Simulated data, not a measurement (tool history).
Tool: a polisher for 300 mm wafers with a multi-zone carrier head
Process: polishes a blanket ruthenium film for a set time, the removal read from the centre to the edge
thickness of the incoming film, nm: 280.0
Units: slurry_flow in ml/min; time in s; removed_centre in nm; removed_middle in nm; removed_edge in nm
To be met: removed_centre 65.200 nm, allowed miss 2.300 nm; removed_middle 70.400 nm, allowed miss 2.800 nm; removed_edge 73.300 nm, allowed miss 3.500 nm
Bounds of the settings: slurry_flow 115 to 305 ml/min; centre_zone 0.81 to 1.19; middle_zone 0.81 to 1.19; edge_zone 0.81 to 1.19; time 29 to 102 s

{"run": 1, "hour": 0.0, "slurry_flow": 195, "centre_zone": 1.0, "middle_zone": 1.0, "edge_zone": 1.0, "time": 65, "removed_centre": 97.791, "removed_middle": 99.869, "removed_edge": 102.47}
{"run": 2, "hour": 0.6, "slurry_flow": 225, "centre_zone": 1.0, "middle_zone": 1.0, "edge_zone": 1.0, "time": 65, "removed_centre": 98.457, "removed_middle": 101.81, "removed_edge": 104.31}
{"run": 3, "hour": 7.0, "slurry_flow": 265, "centre_zone": 1.0, "middle_zone": 1.0, "edge_zone": 1.0, "time": 65, "removed_centre": 103.01, "removed_middle": 103.31, "removed_edge": 106.03}
{"run": 4, "hour": 15.3, "slurry_flow": 265, "centre_zone": 1.0, "middle_zone": 1.04, "edge_zone": 1.0, "time": 65, "removed_centre": 101.48, "removed_middle": 105.9, "removed_edge": 105.99}
{"run": 5, "hour": 20.3, "slurry_flow": 255, "centre_zone": 0.96, "middle_zone": 1.0, "edge_zone": 0.97, "time": 59, "removed_centre": 88.329, "removed_middle": 92.727, "removed_edge": 95.243}
{"run": 6, "hour": 23.8, "slurry_flow": 285, "centre_zone": 0.96, "middle_zone": 1.0, "edge_zone": 0.97, "time": 59, "removed_centre": 90.111, "removed_middle": 94.268, "removed_edge": 95.107}
{"run": 7, "hour": 32.6, "slurry_flow": 280, "centre_zone": 0.93, "middle_zone": 0.97, "edge_zone": 0.94, "time": 55, "removed_centre": 78.35, "removed_middle": 84.564, "removed_edge": 87.352}
{"run": 8, "hour": 39.8, "slurry_flow": 275, "centre_zone": 0.92, "middle_zone": 0.95, "edge_zone": 0.91, "time": 53, "removed_centre": 76.717, "removed_middle": 79.175, "removed_edge": 82.538}
{"run": 9, "hour": 44.8, "slurry_flow": 265, "centre_zone": 0.89, "middle_zone": 0.94, "edge_zone": 0.88, "time": 52, "removed_centre": 71.332, "removed_middle": 79.567, "removed_edge": 78.444}
{"run": 10, "hour": 50.1, "slurry_flow": 260, "centre_zone": 0.88, "middle_zone": 0.91, "edge_zone": 0.87, "time": 51, "removed_centre": 68.478, "removed_middle": 75.397, "removed_edge": 77.973}

5 next moves are on the table. One of them brings every result within its allowed miss. Which?
{"run": "A", "hour": 55.4, "slurry_flow": 270, "centre_zone": 0.87, "middle_zone": 0.92, "edge_zone": 0.9, "time": 54, "removed_centre": "?", "removed_middle": "?", "removed_edge": "?"}
{"run": "B", "hour": 55.4, "slurry_flow": 240, "centre_zone": 0.81, "middle_zone": 0.84, "edge_zone": 0.93, "time": 52, "removed_centre": "?", "removed_middle": "?", "removed_edge": "?"}
{"run": "C", "hour": 55.4, "slurry_flow": 280, "centre_zone": 0.89, "middle_zone": 0.92, "edge_zone": 0.9, "time": 47, "removed_centre": "?", "removed_middle": "?", "removed_edge": "?"}
{"run": "D", "hour": 55.4, "slurry_flow": 265, "centre_zone": 1.05, "middle_zone": 0.89, "edge_zone": 0.81, "time": 43, "removed_centre": "?", "removed_middle": "?", "removed_edge": "?"}
{"run": "E", "hour": 55.4, "slurry_flow": 270, "centre_zone": 0.96, "middle_zone": 0.81, "edge_zone": 0.91, "time": 46, "removed_centre": "?", "removed_middle": "?", "removed_edge": "?"}

move=A removed_centre=72.590 removed_middle=79.844 removed_edge=84.189
move=B removed_centre=64.227 removed_middle=72.142 removed_edge=81.644
move=C removed_centre=64.878 removed_middle=69.713 removed_edge=73.456
move=D removed_centre=69.726 removed_middle=62.191 removed_edge=64.022
move=E removed_centre=68.251 removed_middle=63.155 removed_edge=72.143
A: further off than the last run
B: brings the result that was furthest off to its target, and leaves another outside
C: meets every target
D: takes the result that was furthest off past its target
E: takes the result that was furthest off past its target
Move C is the one to make.

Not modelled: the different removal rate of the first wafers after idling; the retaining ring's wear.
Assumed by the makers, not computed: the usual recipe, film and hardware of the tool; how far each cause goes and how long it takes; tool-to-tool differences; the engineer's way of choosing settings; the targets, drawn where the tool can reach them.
